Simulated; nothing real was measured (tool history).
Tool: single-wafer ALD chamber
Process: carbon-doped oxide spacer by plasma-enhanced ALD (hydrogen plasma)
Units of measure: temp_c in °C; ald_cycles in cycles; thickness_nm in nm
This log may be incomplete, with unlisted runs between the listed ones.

run  hour  temp_c  ald_cycles  thickness_nm
  1   0.0     390         570        31.989
  2   6.1     390         652        36.503
  3  10.8     394         652        36.583
  4  20.4     394         683        38.267
  5  28.2     394         639        35.732
  6  33.6     390         639        35.725
  7  37.2     390         602        33.716
  8  47.2     390         571        31.997

Predict the results of run 9:
  9  52.6     390         546             ?

{"run 9": {"thickness_nm": 30.518}}
